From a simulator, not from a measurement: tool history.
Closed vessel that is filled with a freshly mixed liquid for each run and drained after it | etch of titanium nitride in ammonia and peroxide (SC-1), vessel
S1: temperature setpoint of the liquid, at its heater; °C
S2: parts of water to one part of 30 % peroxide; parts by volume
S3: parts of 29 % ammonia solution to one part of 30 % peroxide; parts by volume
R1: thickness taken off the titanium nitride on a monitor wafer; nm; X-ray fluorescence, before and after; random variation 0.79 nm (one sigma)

Run 1, hour 0.0: S1 56.0 °C, S2 16.5 parts by volume, S3 0.50 parts by volume, time in the liquid (s) 1360. Result: R1 71.657 nm.
Run 2, hour 2.7: S1 56.0 °C, S2 13.0 parts by volume, S3 0.50 parts by volume, time in the liquid (s) 1360. Result: R1 81.854 nm.
Run 3, hour 8.2: S1 56.0 °C, S2 13.0 parts by volume, S3 0.50 parts by volume, time in the liquid (s) 1465. Result: R1 87.639 nm.
Run 4, hour 10.1: S1 56.0 °C, S2 13.0 parts by volume, S3 0.65 parts by volume, time in the liquid (s) 1465. Result: R1 91.582 nm.
Run 5, hour 17.1: S1 56.0 °C, S2 10.5 parts by volume, S3 0.65 parts by volume, time in the liquid (s) 1465. Result: R1 101.980 nm.
Run 6, hour 24.3: S1 56.5 °C, S2 10.5 parts by volume, S3 0.65 parts by volume, time in the liquid (s) 1465. Result: R1 106.220 nm.

Predict the results of run 7:
Run 7, hour 31.7: S1 56.5 °C, S2 10.5 parts by volume, S3 0.65 parts by volume, time in the liquid (s) 1465. Result: R1 ?.

Run 7 produced R1 107.160 nm.

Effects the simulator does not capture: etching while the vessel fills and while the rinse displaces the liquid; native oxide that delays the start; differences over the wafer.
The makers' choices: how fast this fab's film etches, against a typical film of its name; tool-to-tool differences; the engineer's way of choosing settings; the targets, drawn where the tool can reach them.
